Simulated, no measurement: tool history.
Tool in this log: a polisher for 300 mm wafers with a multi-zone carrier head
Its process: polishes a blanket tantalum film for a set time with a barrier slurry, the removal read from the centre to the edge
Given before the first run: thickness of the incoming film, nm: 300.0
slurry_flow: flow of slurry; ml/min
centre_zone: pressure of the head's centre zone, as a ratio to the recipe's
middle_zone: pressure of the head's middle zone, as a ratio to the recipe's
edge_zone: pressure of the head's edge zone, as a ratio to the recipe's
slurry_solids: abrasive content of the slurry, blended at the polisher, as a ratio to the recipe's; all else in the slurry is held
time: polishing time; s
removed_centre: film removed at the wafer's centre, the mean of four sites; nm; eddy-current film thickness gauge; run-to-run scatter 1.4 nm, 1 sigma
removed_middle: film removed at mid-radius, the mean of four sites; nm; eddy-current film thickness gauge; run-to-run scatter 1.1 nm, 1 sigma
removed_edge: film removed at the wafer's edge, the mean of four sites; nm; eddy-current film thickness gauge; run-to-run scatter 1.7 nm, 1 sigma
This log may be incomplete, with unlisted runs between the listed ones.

run 1 hour=0 | slurry_flow=225 centre_zone=1 middle_zone=1 edge_zone=1 slurry_solids=1 time=41 | removed_centre=82.795 removed_middle=83.019 removed_edge=80.92
run 2 hour=3.4 | slurry_flow=235 centre_zone=1.01 middle_zone=1.04 edge_zone=1.04 slurry_solids=1.15 time=42 | removed_centre=89.067 removed_middle=88.617 removed_edge=86.018
run 3 hour=11.5 | slurry_flow=200 centre_zone=1.01 middle_zone=1.04 edge_zone=1.04 slurry_solids=1.15 time=42 | removed_centre=85.506 removed_middle=87.709 removed_edge=86.989
run 4 hour=18.5 | slurry_flow=200 centre_zone=1.01 middle_zone=1.07 edge_zone=1.04 slurry_solids=1.25 time=45 | removed_centre=91.315 removed_middle=98.339 removed_edge=93.49
run 5 hour=19.9 | slurry_flow=210 centre_zone=1.02 middle_zone=1.09 edge_zone=1.06 slurry_solids=1.35 time=47 | removed_centre=100.88 removed_middle=107.41 removed_edge=103.81
run 6 hour=23.3 | slurry_flow=240 centre_zone=1.02 middle_zone=1.09 edge_zone=1.06 slurry_solids=1.35 time=47 | removed_centre=104.07 removed_middle=108.24 removed_edge=103.16
run 7 hour=27.9 | slurry_flow=245 centre_zone=1.02 middle_zone=1.11 edge_zone=1.07 slurry_solids=1.4 time=47 | removed_centre=103.45 removed_middle=110.21 removed_edge=105.21

Run 8, settings as shown, results not yet in. Your forecast:
run 8 hour=29.2 | slurry_flow=250 centre_zone=1.03 middle_zone=1.13 edge_zone=1.07 slurry_solids=1.45 time=48 | removed_centre=? removed_middle=? removed_edge=?

{"run 8": {"removed_centre": 107.42, "removed_middle": 114.42, "removed_edge": 109.75}}
